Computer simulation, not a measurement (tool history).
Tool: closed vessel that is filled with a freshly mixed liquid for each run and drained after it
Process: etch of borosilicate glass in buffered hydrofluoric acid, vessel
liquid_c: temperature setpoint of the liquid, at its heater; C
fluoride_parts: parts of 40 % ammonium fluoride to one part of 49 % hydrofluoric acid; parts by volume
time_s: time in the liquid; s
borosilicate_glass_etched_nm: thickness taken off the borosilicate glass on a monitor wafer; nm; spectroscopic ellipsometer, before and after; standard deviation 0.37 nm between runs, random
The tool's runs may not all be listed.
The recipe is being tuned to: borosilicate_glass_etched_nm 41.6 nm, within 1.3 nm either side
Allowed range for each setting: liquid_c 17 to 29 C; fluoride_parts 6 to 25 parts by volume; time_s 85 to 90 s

| run | hour | liquid_c | fluoride_parts | time_s | borosilicate_glass_etched_nm |
|---|---|---|---|---|---|
| 1 | 0 | 21 | 15.5 | 85 | 68.956 |
| 2 | 8.3 | 19.5 | 15.5 | 85 | 62.121 |
| 3 | 16.3 | 19.5 | 15.5 | 90 | 66.005 |
| 4 | 22.5 | 19.5 | 15.5 | 90 | 67.62 |
| 5 | 25.4 | 19.5 | 12.5 | 90 | 81.065 |
| 6 | 26 | 17.5 | 12.5 | 90 | 74.786 |
| 7 | 29.5 | 17.5 | 14 | 90 | 65.286 |
| 8 | 31.7 | 17.5 | 15 | 90 | 61.142 |
| 9 | 32.7 | 17.5 | 16 | 90 | 57.016 |
|  | 40.2 | hydrofluoric acid flow meter replaced |
| 10 | 40.2 | 17 | 21 | 90 | 38.741 |

Which single option among these 4 for the next run brings every result within its allowed miss of target? Just one does.
| A | 47.7 | 18 | 21.5 | 90 | ? |
| B | 47.7 | 17 | 23 | 85 | ? |
| C | 47.7 | 17 | 24 | 85 | ? |
| D | 47.7 | 17 | 23.5 | 90 | ? |

| move | borosilicate_glass_etched_nm |
|---|---|
| A | 41.037 |
| B | 34.965 |
| C | 33.943 |
| D | 36.471 |
A: each result inside its tolerance
B: further off than the last run
C: further off than the last run
D: further off than the last run
The right move is A.
